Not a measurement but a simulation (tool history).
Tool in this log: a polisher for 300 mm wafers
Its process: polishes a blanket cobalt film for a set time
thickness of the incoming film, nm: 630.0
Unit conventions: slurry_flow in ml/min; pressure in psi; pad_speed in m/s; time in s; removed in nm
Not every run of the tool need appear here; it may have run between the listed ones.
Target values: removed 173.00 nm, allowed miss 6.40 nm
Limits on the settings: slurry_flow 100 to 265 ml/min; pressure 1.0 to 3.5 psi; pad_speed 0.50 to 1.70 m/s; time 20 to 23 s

{"run": 1, "hour": 0.0, "slurry_flow": 170, "pressure": 2.2, "pad_speed": 1.1, "time": 23, "removed": 119.14}
{"run": 2, "hour": 3.2, "slurry_flow": 130, "pressure": 2.2, "pad_speed": 1.1, "time": 23, "removed": 116.29}
{"run": 3, "hour": 5.6, "slurry_flow": 150, "pressure": 2.2, "pad_speed": 1.1, "time": 23, "removed": 115.94}
{"run": 4, "hour": 9.7, "slurry_flow": 150, "pressure": 2.3, "pad_speed": 1.1, "time": 23, "removed": 120.03}
{"run": 5, "hour": 12.2, "slurry_flow": 150, "pressure": 2.3, "pad_speed": 1.26, "time": 23, "removed": 138.32}
{"run": 6, "hour": 14.6, "slurry_flow": 150, "pressure": 2.4, "pad_speed": 1.26, "time": 23, "removed": 144.27}
{"run": 7, "hour": 19.0, "slurry_flow": 150, "pressure": 2.5, "pad_speed": 1.26, "time": 23, "removed": 153.04}
{"run": 8, "hour": 22.9, "slurry_flow": 150, "pressure": 2.6, "pad_speed": 1.26, "time": 23, "removed": 155.57}
{"run": 9, "hour": 31.0, "slurry_flow": 150, "pressure": 2.6, "pad_speed": 1.26, "time": 23, "removed": 155.34}

4 next moves are on the table. One of them brings every result within its allowed miss. Which?
{"run": "A", "hour": 39.1, "slurry_flow": 150, "pressure": 2.7, "pad_speed": 1.38, "time": 23, "removed": "?"}
{"run": "B", "hour": 39.1, "slurry_flow": 100, "pressure": 3.1, "pad_speed": 1.44, "time": 23, "removed": "?"}
{"run": "C", "hour": 39.1, "slurry_flow": 140, "pressure": 2.9, "pad_speed": 1.44, "time": 22, "removed": "?"}
{"run": "D", "hour": 39.1, "slurry_flow": 150, "pressure": 2.9, "pad_speed": 1.36, "time": 23, "removed": "?"}

move=A removed=177.88
move=B removed=194.53
move=C removed=187.59
move=D removed=188.13
A: all results in spec
B: carries the result that was furthest off beyond its target, to the other side
C: carries the result that was furthest off beyond its target, to the other side
D: carries the result that was furthest off beyond its target, to the other side
So the answer is move A, the one that meets all the targets.
